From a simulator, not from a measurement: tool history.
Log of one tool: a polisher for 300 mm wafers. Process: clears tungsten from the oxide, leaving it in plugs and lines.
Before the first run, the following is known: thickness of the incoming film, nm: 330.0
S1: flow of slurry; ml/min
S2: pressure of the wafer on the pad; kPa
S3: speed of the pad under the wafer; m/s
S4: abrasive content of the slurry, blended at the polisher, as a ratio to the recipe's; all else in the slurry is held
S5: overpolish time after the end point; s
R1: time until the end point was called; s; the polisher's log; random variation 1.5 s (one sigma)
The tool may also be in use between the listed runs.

run 1 hour=0 | S1=215 S2=23.4 S3=1.18 S4=1 S5=6 | R1=59.602
run 2 hour=4 | S1=215 S2=21.4 S3=1.18 S4=1 S5=6 | R1=64.402
run 3 hour=5.3 | S1=185 S2=21.4 S3=1.18 S4=1 S5=6 | R1=63.626
run 4 hour=6.6 | S1=185 S2=20 S3=1.18 S4=1 S5=6 | R1=69.04
run 5 hour=7.9 | S1=185 S2=18.6 S3=1.18 S4=1 S5=6 | R1=71.923
run 6 hour=10 | S1=135 S2=18.6 S3=1.18 S4=1 S5=6 | R1=73.766
run 7 hour=15 | S1=135 S2=17.9 S3=1.18 S4=1 S5=6 | R1=76.258
run 8 hour=19.6 | S1=135 S2=17.2 S3=1.18 S4=1 S5=6 | R1=81.474
run 9 hour=25.5 | S1=135 S2=16.5 S3=1.18 S4=1 S5=6 | R1=84.842

Run 10 has not been measured yet. What should we expect?
run 10 hour=28.8 | S1=135 S2=15.9 S3=1.18 S4=1 S5=6 | R1=?

R1: 86.645 s

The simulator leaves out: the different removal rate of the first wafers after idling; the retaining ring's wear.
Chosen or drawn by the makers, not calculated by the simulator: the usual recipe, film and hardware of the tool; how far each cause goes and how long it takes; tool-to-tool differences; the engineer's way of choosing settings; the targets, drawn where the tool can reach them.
